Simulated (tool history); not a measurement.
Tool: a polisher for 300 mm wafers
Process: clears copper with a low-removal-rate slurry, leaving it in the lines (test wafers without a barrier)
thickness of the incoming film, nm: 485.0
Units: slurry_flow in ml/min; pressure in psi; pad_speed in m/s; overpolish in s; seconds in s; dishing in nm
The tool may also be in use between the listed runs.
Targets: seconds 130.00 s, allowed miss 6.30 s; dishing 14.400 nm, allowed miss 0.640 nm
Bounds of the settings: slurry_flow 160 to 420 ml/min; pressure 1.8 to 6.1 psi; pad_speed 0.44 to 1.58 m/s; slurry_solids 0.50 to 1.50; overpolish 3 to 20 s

Run 1, hour 0.0: slurry_flow 270 ml/min, pressure 3.9 psi, pad_speed 1.00 m/s, slurry_solids 1.00, overpolish 10 s. Result: seconds 121.53 s, dishing 29.907 nm.
Run 2, hour 1.6: slurry_flow 270 ml/min, pressure 3.9 psi, pad_speed 1.00 m/s, slurry_solids 1.00, overpolish 6 s. Result: seconds 118.54 s, dishing 18.767 nm.
Run 3, hour 2.4: slurry_flow 270 ml/min, pressure 3.8 psi, pad_speed 1.00 m/s, slurry_solids 1.00, overpolish 5 s. Result: seconds 123.41 s, dishing 15.087 nm.
Run 4, hour 5.3: slurry_flow 270 ml/min, pressure 3.8 psi, pad_speed 1.00 m/s, slurry_solids 1.00, overpolish 7 s. Result: seconds 120.44 s, dishing 20.369 nm.
Run 5, hour 7.7: slurry_flow 270 ml/min, pressure 3.6 psi, pad_speed 1.00 m/s, slurry_solids 1.00, overpolish 6 s. Result: seconds 133.96 s, dishing 16.704 nm.
Run 6, hour 12.1: slurry_flow 270 ml/min, pressure 4.3 psi, pad_speed 1.00 m/s, slurry_solids 1.00, overpolish 6 s. Result: seconds 108.12 s, dishing 20.008 nm.
Run 7, hour 13.4: slurry_flow 270 ml/min, pressure 4.1 psi, pad_speed 1.00 m/s, slurry_solids 1.00, overpolish 6 s. Result: seconds 113.58 s, dishing 19.003 nm.
Run 8, hour 16.8: slurry_flow 275 ml/min, pressure 3.5 psi, pad_speed 1.00 m/s, slurry_solids 1.00, overpolish 4 s. Result: seconds 133.69 s, dishing 11.380 nm.
Run 9, hour 18.3: slurry_flow 255 ml/min, pressure 3.6 psi, pad_speed 1.00 m/s, slurry_solids 1.00, overpolish 4 s. Result: seconds 129.90 s, dishing 11.314 nm.
Run 10, hour 22.3: slurry_flow 280 ml/min, pressure 3.6 psi, pad_speed 1.00 m/s, slurry_solids 1.00, overpolish 4 s. Result: seconds 129.24 s, dishing 11.818 nm.
Run 11, hour 24.8: slurry_flow 280 ml/min, pressure 3.6 psi, pad_speed 0.98 m/s, slurry_solids 1.00, overpolish 4 s. Result: seconds 129.92 s, dishing 11.397 nm.
Run 12, hour 28.8: slurry_flow 255 ml/min, pressure 3.7 psi, pad_speed 0.98 m/s, slurry_solids 1.00, overpolish 4 s. Result: seconds 130.81 s, dishing 11.669 nm.
Run 13, hour 31.9: slurry_flow 270 ml/min, pressure 3.7 psi, pad_speed 0.98 m/s, slurry_solids 1.00, overpolish 4 s. Result: seconds 127.64 s, dishing 11.554 nm.
Run 14, hour 36.9: slurry_flow 260 ml/min, pressure 3.7 psi, pad_speed 1.00 m/s, slurry_solids 0.95, overpolish 4 s. Result: seconds 129.69 s, dishing 11.617 nm.

4 next moves are on the table. One of them brings every result within its allowed miss. Which?
Run A, hour 41.9: slurry_flow 250 ml/min, pressure 3.8 psi, pad_speed 1.06 m/s, slurry_solids 1.15, overpolish 4 s. Result: seconds ?, dishing ?.
Run B, hour 41.9: slurry_flow 225 ml/min, pressure 5.0 psi, pad_speed 0.80 m/s, slurry_solids 0.85, overpolish 5 s. Result: seconds ?, dishing ?.
Run C, hour 41.9: slurry_flow 250 ml/min, pressure 3.5 psi, pad_speed 1.24 m/s, slurry_solids 1.10, overpolish 4 s. Result: seconds ?, dishing ?.
Run D, hour 41.9: slurry_flow 225 ml/min, pressure 4.0 psi, pad_speed 0.88 m/s, slurry_solids 0.95, overpolish 5 s. Result: seconds ?, dishing ?.

move  seconds  dishing
   A   117.71   12.727
   B   116.15   16.042
   C   116.13   12.883
   D   133.08   14.033
A: nearer than the last run, and not there yet
B: takes the result that was furthest off past its target
C: nearer than the last run, and not there yet
D: meets every target
Move D is the one to make.

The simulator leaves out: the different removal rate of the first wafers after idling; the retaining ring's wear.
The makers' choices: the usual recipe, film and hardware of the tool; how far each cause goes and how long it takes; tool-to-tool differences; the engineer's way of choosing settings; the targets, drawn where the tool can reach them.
